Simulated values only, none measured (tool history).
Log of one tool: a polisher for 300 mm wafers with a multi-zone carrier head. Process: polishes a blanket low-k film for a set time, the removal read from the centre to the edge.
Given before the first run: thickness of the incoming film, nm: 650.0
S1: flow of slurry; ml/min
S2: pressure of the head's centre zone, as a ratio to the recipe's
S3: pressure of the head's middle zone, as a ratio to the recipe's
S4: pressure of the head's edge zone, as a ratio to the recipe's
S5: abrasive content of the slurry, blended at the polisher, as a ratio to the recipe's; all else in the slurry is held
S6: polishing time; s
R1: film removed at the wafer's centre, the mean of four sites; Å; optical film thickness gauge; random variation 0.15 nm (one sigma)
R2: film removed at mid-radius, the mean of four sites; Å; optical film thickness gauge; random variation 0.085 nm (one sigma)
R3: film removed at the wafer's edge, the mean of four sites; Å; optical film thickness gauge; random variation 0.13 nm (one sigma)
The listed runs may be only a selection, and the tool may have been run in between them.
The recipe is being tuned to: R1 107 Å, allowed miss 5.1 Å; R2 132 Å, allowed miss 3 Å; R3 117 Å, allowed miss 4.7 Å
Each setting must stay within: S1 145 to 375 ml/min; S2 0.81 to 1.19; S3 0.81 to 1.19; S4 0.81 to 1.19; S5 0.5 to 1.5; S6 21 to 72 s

run 1 hour=0 | S1=240 S2=1 S3=1 S4=1 S5=1 S6=46 | R1=159.54 R2=159.69 R3=162.61
run 2 hour=3.3 | S1=240 S2=1 S3=1 S4=1 S5=0.8 S6=46 | R1=144.35 R2=145.04 R3=146.98
run 3 hour=5.7 | S1=215 S2=1 S3=1 S4=1 S5=0.8 S6=46 | R1=143.2 R2=142.04 R3=149.53
run 4 hour=7.1 | S1=215 S2=1 S3=1 S4=1 S5=0.7 S6=46 | R1=137.67 R2=136.31 R3=142.25
run 5 hour=11.9 | S1=235 S2=0.96 S3=1.01 S4=0.96 S5=0.65 S6=46 | R1=131.68 R2=134.84 R3=137.23
run 6 hour=18.4 | S1=250 S2=0.93 S3=1.04 S4=0.94 S5=0.6 S6=45 | R1=118.55 R2=129.03 R3=129.56
run 7 hour=26.2 | S1=260 S2=0.92 S3=1.08 S4=0.91 S5=0.55 S6=45 | R1=115.66 R2=130.49 R3=125.75
run 8 hour=34.8 | S1=260 S2=0.91 S3=1.1 S4=0.89 S5=0.55 S6=45 | R1=109.7 R2=134.48 R3=122.76
run 9 hour=37 | S1=255 S2=0.91 S3=1.1 S4=0.87 S5=0.55 S6=45 | R1=112 R2=133.81 R3=120.48
run 10 hour=45.6 | S1=250 S2=0.9 S3=1.1 S4=0.86 S5=0.55 S6=45 | R1=113.35 R2=133.8 R3=119.83
run 11 hour=48.8 | S1=250 S2=0.89 S3=1.1 S4=0.86 S5=0.55 S6=45 | R1=110.47 R2=132.84 R3=121.84
run 12 hour=56.8 | S1=250 S2=0.89 S3=1.11 S4=0.85 S5=0.55 S6=45 | R1=111.88 R2=134.91 R3=119.78
run 13 hour=65.2 | S1=250 S2=0.89 S3=1.11 S4=0.85 S5=0.55 S6=45 | R1=112.22 R2=134.4 R3=120.64

Which one of the following 4 next-run settings gets every result inside its allowed miss? There is exactly one.
run A hour=73.6 | S1=245 S2=1.04 S3=1.18 S4=0.81 S5=0.5 S6=45 | R1=? R2=? R3=?
run B hour=73.6 | S1=235 S2=0.9 S3=1.14 S4=0.87 S5=0.55 S6=44 | R1=? R2=? R3=?
run C hour=73.6 | S1=245 S2=0.9 S3=1.14 S4=0.88 S5=0.6 S6=45 | R1=? R2=? R3=?
run D hour=73.6 | S1=170 S2=0.94 S3=1.02 S4=0.81 S5=0.65 S6=45 | R1=? R2=? R3=?

move=A R1=120.95 R2=135.43 R3=116.64
move=B R1=107.36 R2=132.94 R3=120.16
move=C R1=114.29 R2=141.44 R3=128.06
move=D R1=115.88 R2=126.3 R3=125.05
A: lands further from the targets than the last run did
B: all results in spec
C: lands further from the targets than the last run did
D: lands further from the targets than the last run did
So the answer is move B, the one that meets all the targets.
